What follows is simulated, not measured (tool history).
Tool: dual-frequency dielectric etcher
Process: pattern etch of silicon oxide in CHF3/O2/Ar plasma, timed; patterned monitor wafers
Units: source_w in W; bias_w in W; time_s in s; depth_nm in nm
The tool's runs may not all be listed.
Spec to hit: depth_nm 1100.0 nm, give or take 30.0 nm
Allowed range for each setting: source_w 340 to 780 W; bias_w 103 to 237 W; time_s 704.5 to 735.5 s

run,hour,source_w,bias_w,time_s,depth_nm
1,0.0,560,170,704.5,1231.1
2,8.6,560,190,704.5,1275.5
3,11.9,530,187,704.5,1238.8
4,15.9,450,187,704.5,1181.1
5,22.3,450,187,735.5,1227.8
6,26.0,440,184,734.0,1202.5
7,27.7,430,182,733.5,1196.9
8,30.9,420,180,732.5,1177.3
9,37.5,410,179,732.0,1170.9
10,43.4,400,178,731.0,1156.1
11,49.1,400,178,731.0,1152.9
12,52.1,390,177,731.0,1145.1
13,57.9,380,176,730.5,1136.1
14,64.5,380,175,730.0,1132.0

Of the 5 settings listed for the next run, only one would bring every result within its allowed miss of target. Which one?
A,71.1,430,178,728.5,?
B,71.1,350,177,724.0,?
C,71.1,360,201,735.5,?
D,71.1,530,177,704.5,?
E,71.1,500,160,710.5,?

move,depth_nm
A,1188.2
B,1104.0
C,1178.2
D,1228.9
E,1178.8
A: the biggest miss grows against the last run
B: in spec on every target
C: the biggest miss grows against the last run
D: the biggest miss grows against the last run
E: the biggest miss grows against the last run
B is the move that brings every result within its allowed miss.
